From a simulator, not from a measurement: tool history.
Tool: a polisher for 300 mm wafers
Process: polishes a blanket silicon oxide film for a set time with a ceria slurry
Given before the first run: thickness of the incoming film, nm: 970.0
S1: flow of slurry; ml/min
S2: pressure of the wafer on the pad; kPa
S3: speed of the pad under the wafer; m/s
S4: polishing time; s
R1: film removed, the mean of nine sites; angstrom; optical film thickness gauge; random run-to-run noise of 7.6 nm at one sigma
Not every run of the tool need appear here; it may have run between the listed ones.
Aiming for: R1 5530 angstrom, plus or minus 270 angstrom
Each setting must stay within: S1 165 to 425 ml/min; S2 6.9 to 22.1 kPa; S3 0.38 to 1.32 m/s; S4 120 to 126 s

run,hour,S1,S2,S3,S4,R1
1,0,275,14.5,0.84,120,3420.2
2,7.4,275,15.9,0.84,120,3673.3
3,13.7,315,15.9,0.84,120,3881.6
4,20.7,325,16.5,0.84,120,3976.1
5,22,325,19.3,0.84,120,4602.3
6,26.3,295,19.3,0.84,120,4572.7
7,32.5,295,20,0.84,120,4629.5
8,34.9,300,20.7,0.84,120,4915.8
9,40.1,305,21.4,0.86,120,5197.3

Exactly one of the 4 candidate moves below puts every result within its allowed miss. Which one?
A,45.3,330,22.1,0.88,123,?
B,45.3,285,22.1,0.96,125,?
C,45.3,380,20,0.84,120,?
D,45.3,345,21.4,0.78,120,?

move,R1
A,5673
B,6213.5
C,4846.5
D,4786.4
A: hits every target within its allowed miss
B: carries the result that was furthest off beyond its target, to the other side
C: its largest miss is bigger than the last run's
D: its largest miss is bigger than the last run's
So the answer is move A, the one that meets all the targets.
